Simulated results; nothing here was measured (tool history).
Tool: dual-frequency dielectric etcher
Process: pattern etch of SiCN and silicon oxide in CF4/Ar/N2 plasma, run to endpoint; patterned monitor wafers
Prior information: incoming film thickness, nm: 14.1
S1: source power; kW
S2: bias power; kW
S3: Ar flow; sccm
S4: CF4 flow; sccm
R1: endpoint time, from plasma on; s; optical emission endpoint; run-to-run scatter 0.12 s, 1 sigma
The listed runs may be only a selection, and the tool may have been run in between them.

run 1 hour=0 | S1=0.52 S2=0.086 S3=80 S4=81 | R1=11.898
run 2 hour=1.1 | S1=0.46 S2=0.081 S3=82 S4=79 | R1=13.531
run 3 hour=3.1 | S1=0.46 S2=0.092 S3=82 S4=79 | R1=12.851
run 4 hour=6.4 | S1=0.41 S2=0.086 S3=84 S4=77 | R1=14.204
run 5 hour=10 | S1=0.41 S2=0.073 S3=84 S4=77 | R1=15.688
run 6 hour=19 | S1=0.41 S2=0.073 S3=72 S4=77 | R1=15.613

What does the tool deliver on the next run?
run 7 hour=24 | S1=0.38 S2=0.072 S3=72 S4=77 | R1=?

{"run 7": {"R1": 16.665}}
